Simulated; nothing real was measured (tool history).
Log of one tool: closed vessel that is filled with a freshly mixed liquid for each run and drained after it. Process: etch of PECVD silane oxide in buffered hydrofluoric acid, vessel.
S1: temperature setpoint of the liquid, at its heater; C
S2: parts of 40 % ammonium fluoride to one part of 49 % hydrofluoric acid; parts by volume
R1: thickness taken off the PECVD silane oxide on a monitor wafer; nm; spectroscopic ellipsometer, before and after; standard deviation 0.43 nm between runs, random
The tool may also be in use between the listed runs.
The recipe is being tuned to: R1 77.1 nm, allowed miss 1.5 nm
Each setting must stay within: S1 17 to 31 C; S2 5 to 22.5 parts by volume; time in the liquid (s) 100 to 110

{"run": 1, "hour": 0.0, "S1": 23, "S2": 13.5, "time in the liquid (s)": 100, "R1": 139.77}
{"run": 2, "hour": 7.4, "S1": 22.5, "S2": 14, "time in the liquid (s)": 100, "R1": 129.87}
{"run": 3, "hour": 8.6, "S1": 22.5, "S2": 10.5, "time in the liquid (s)": 100, "R1": 172.31}
{"run": 4, "hour": 14.9, "S1": 24, "S2": 10.5, "time in the liquid (s)": 100, "R1": 186.81}
{"run": 5, "hour": 20.6, "S1": 23, "S2": 11.5, "time in the liquid (s)": 100, "R1": 161.67}
{"run": 6, "hour": 23.0, "S1": 23, "S2": 11.5, "time in the liquid (s)": 110, "R1": 176.53}
{"run": 7, "hour": 31.5, "S1": 22.5, "S2": 12.5, "time in the liquid (s)": 110, "R1": 159.55}
{"run": 8, "hour": 37.3, "S1": 22, "S2": 13, "time in the liquid (s)": 110, "R1": 148.4}
{"hour": 41.8, "done": "hydrofluoric acid flow meter replaced"}
{"run": 9, "hour": 41.8, "S1": 21.5, "S2": 13.5, "time in the liquid (s)": 110, "R1": 133.04}
{"run": 10, "hour": 48.5, "S1": 21, "S2": 13.5, "time in the liquid (s)": 110, "R1": 130.69}
{"run": 11, "hour": 54.4, "S1": 20.5, "S2": 14, "time in the liquid (s)": 110, "R1": 120.81}
{"run": 12, "hour": 60.7, "S1": 20, "S2": 14.5, "time in the liquid (s)": 110, "R1": 113.29}
{"run": 13, "hour": 70.0, "S1": 19.5, "S2": 15, "time in the liquid (s)": 110, "R1": 106.61}
{"run": 14, "hour": 71.0, "S1": 19, "S2": 15, "time in the liquid (s)": 110, "R1": 104.48}
{"run": 15, "hour": 72.2, "S1": 19, "S2": 15.5, "time in the liquid (s)": 110, "R1": 100.88}
{"run": 16, "hour": 77.8, "S1": 18, "S2": 16.5, "time in the liquid (s)": 110, "R1": 88.555}
{"run": 17, "hour": 80.5, "S1": 17.5, "S2": 17, "time in the liquid (s)": 110, "R1": 84.852}

Below are 5 possible settings for the next run. Only one of them brings all results inside the allowed miss of their targets. Which is it?
{"run": "A", "hour": 83.2, "S1": 17.5, "S2": 17.5, "time in the liquid (s)": 100, "R1": "?"}
{"run": "B", "hour": 83.2, "S1": 17.5, "S2": 16.5, "time in the liquid (s)": 100, "R1": "?"}
{"run": "C", "hour": 83.2, "S1": 18, "S2": 18.5, "time in the liquid (s)": 105, "R1": "?"}
{"run": "D", "hour": 83.2, "S1": 17, "S2": 16, "time in the liquid (s)": 100, "R1": "?"}
{"run": "E", "hour": 83.2, "S1": 18, "S2": 18.5, "time in the liquid (s)": 110, "R1": "?"}

move=A R1=74.813
move=B R1=79.286
move=C R1=76.506
move=D R1=79.427
move=E R1=80.149
A: takes the biggest miss from the last run beyond its target
B: closer than the last run, but not yet in spec
C: each result inside its tolerance
D: closer than the last run, but not yet in spec
E: closer than the last run, but not yet in spec
The right move is C.

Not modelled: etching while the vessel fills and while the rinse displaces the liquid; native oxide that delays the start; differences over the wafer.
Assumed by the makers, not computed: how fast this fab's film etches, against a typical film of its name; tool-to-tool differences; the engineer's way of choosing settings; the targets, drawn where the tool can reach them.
